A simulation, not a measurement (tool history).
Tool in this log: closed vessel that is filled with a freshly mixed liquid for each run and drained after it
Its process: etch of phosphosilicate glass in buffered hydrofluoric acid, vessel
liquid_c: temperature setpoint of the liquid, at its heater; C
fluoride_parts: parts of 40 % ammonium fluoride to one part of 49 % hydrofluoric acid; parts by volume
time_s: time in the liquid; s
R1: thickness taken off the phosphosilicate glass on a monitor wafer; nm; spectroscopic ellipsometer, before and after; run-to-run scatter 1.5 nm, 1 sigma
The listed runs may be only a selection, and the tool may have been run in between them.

Run 1, hour 0.0: liquid_c 22.0 C, fluoride_parts 10.0 parts by volume, time_s 35 s. Result: R1 311.07 nm.
Run 2, hour 5.9: liquid_c 22.0 C, fluoride_parts 10.0 parts by volume, time_s 35 s. Result: R1 309.20 nm.
Run 3, hour 7.2: liquid_c 21.0 C, fluoride_parts 10.5 parts by volume, time_s 35 s. Result: R1 280.75 nm.
Run 4, hour 14.3: liquid_c 19.5 C, fluoride_parts 10.5 parts by volume, time_s 35 s. Result: R1 257.51 nm.
At hour 23.6: thermometer replaced.
Run 5, hour 23.6: liquid_c 19.5 C, fluoride_parts 10.5 parts by volume, time_s 35 s. Result: R1 240.99 nm.
Run 6, hour 31.3: liquid_c 19.0 C, fluoride_parts 10.5 parts by volume, time_s 35 s. Result: R1 233.64 nm.
Run 7, hour 38.2: liquid_c 18.5 C, fluoride_parts 10.5 parts by volume, time_s 35 s. Result: R1 229.87 nm.

Run 8, settings as shown, results not yet in. Your forecast:
Run 8, hour 43.3: liquid_c 18.0 C, fluoride_parts 10.5 parts by volume, time_s 35 s. Result: R1 ?.

{"run 8": {"R1": 223.3}}
